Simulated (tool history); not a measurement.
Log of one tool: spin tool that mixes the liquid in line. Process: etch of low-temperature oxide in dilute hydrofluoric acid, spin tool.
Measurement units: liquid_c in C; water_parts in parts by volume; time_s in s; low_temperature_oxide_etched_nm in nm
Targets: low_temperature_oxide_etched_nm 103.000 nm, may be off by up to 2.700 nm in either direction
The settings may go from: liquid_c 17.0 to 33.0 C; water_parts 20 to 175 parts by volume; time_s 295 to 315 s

run  hour  liquid_c  water_parts  time_s  low_temperature_oxide_etched_nm
  1   0.0      25.0           95     295                           48.212
  2   6.5      27.0           95     295                           51.821
  3   9.6      27.0           95     295                           52.054
  4  14.9      28.0           85     295                           61.597
  5  16.3      28.0           85     315                           65.809
  6  22.5      29.0           80     315                           73.240
  7  23.8      30.0           75     315                           81.444
  8  31.1      30.5           75     315                           83.142
  9  34.5      31.0           75     315                           84.816
 10  42.7      31.5           75     315                           85.899
 11  44.9      32.0           75     315                           88.785
 12  53.2      32.5           70     315                           95.916
 13  61.8      33.0           65     315                          106.730

Which single option among these 5 for the next run brings every result within its allowed miss of target? Just one does.
  A  70.4      30.0           65     315                                ?
  B  70.4      32.5           70     315                                ?
  C  70.4      33.0           70     305                                ?
  D  70.4      33.0           70     315                                ?
  E  70.4      33.0           65     305                                ?

move  low_temperature_oxide_etched_nm
   A                           96.284
   B                           97.610
   C                           96.306
   D                           99.463
   E                          104.550
A: carries the result that was furthest off beyond its target, to the other side
B: carries the result that was furthest off beyond its target, to the other side
C: carries the result that was furthest off beyond its target, to the other side
D: carries the result that was furthest off beyond its target, to the other side
E: meets every target
The move that meets every target is E.

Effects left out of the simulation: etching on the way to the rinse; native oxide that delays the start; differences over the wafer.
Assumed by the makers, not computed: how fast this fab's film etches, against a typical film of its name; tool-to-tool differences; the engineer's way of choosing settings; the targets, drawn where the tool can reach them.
